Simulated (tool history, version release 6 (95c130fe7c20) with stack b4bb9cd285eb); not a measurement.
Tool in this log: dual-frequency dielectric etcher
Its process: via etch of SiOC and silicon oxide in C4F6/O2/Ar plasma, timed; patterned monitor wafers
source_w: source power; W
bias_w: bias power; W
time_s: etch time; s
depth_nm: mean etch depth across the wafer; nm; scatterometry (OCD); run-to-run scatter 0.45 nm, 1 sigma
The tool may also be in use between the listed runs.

run  hour  source_w  bias_w  time_s  depth_nm
  1     0       370     203    89.5    93.549
  2   6.9       370     185    89.5    89.605
  3  13.9       330     185    89.5    85.255
  4  14.8       360     187    89.5    89.205
  5  16.8       330     187    89.5    86.349
  6  20.2       330     187    89.5    85.748
  7  22.4       400     211      90    98.752
  8  26.9       410     212      90    98.902

What does the tool deliver on the next run?
  9  31.6       480     219      90         ?

depth_nm: 107.57 nm

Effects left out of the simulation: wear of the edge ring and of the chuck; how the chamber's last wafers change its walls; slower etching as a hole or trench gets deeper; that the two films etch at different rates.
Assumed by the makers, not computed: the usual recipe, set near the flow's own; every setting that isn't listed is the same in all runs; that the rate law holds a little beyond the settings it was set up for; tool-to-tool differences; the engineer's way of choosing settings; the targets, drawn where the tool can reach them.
